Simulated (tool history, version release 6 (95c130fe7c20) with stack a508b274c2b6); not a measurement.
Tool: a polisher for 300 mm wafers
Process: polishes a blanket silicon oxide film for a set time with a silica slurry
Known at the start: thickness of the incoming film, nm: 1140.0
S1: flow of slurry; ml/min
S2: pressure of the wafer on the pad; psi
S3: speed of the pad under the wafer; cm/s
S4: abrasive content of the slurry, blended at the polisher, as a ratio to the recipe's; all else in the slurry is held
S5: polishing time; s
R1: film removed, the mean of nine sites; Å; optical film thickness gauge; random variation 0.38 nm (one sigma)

run,day,S1,S2,S3,S4,S5,R1
1,0,290,3.4,146,1,23,655.82
2,0.375,290,3.2,146,1,23,625.55
3,0.404,290,3.9,146,1,23,751.24
4,0.429,290,3.5,146,1,23,684.37
5,0.771,290,4.3,146,1,23,827.27
6,1.038,290,3.8,146,1,23,741.37
7,1.342,290,3.4,146,1,23,671.56
8,1.533,290,3.1,146,1,23,604.31

Forecast run 9:
9,1.829,290,2.9,146,1,23,?

Run 9 gave R1 568.94 Å.
